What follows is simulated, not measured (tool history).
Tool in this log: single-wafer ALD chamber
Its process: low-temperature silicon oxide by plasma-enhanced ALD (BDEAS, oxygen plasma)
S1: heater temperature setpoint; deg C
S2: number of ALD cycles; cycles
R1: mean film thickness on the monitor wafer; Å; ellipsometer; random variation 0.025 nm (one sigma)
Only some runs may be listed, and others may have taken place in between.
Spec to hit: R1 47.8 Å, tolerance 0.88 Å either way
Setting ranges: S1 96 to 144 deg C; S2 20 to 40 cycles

run 1 hour=0 | S1=120 S2=30 | R1=43.732
run 2 hour=2.7 | S1=126 S2=30 | R1=42.953
run 3 hour=10.5 | S1=126 S2=27 | R1=38.817
run 4 hour=13.2 | S1=135 S2=27 | R1=37.983
run 5 hour=15.8 | S1=132 S2=28 | R1=40.032
run 6 hour=23.7 | S1=132 S2=29 | R1=41.378
run 7 hour=25 | S1=132 S2=30 | R1=42.328
run 8 hour=28.7 | S1=124 S2=35 | R1=50.38

Consider the 4 candidate settings below. Which is the only one whose results all fall within their allowed miss of target?
run A hour=32.4 | S1=126 S2=39 | R1=?
run B hour=32.4 | S1=131 S2=32 | R1=?
run C hour=32.4 | S1=125 S2=33 | R1=?
run D hour=32.4 | S1=135 S2=37 | R1=?

move=A R1=56.202
move=B R1=45.629
move=C R1=47.656
move=D R1=52.309
A: its largest miss is bigger than the last run's
B: pushes the last run's worst result past its target
C: every result within its allowed miss
D: its largest miss is bigger than the last run's
C meets every target.
